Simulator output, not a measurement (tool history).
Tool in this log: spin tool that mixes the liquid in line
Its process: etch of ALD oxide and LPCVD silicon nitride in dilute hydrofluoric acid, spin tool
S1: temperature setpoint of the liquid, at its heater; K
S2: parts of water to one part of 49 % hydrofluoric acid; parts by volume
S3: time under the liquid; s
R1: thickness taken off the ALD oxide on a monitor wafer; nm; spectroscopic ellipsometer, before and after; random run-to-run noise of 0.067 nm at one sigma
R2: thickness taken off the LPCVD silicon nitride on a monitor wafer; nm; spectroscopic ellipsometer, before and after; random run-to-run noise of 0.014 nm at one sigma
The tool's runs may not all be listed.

| run | hour | S1 | S2 | S3 | R1 | R2 |
|---|---|---|---|---|---|---|
| 1 | 0 | 296.15 | 210 | 140 | 17.465 | 0.28937 |
| 2 | 3.2 | 298.15 | 210 | 140 | 18.914 | 0.30315 |
| 3 | 10.2 | 297.15 | 210 | 140 | 18.384 | 0.25908 |
| 4 | 15.1 | 297.15 | 140 | 140 | 29.746 | 0.46035 |
| 5 | 22.4 | 296.15 | 150 | 140 | 26.293 | 0.37566 |
| 6 | 27.2 | 295.65 | 160 | 140 | 24.032 | 0.33726 |
| 7 | 29.3 | 295.15 | 165 | 140 | 22.642 | 0.29604 |
| 8 | 32.6 | 294.65 | 170 | 140 | 21.54 | 0.3043 |
| 9 | 40.5 | 294.15 | 175 | 140 | 20.44 | 0.28397 |
| 10 | 44.6 | 293.65 | 180 | 140 | 19.371 | 0.27234 |
| 11 | 50.9 | 293.15 | 185 | 140 | 18.319 | 0.2457 |
| 12 | 55.4 | 292.65 | 190 | 140 | 17.444 | 0.25845 |
| 13 | 63 | 292.15 | 190 | 140 | 17.177 | 0.22913 |

Predict the results of run 14:
| 14 | 68.8 | 292.15 | 195 | 140 | ? | ? |

Run 14 yielded R1 16.6 nm, R2 0.2317 nm.

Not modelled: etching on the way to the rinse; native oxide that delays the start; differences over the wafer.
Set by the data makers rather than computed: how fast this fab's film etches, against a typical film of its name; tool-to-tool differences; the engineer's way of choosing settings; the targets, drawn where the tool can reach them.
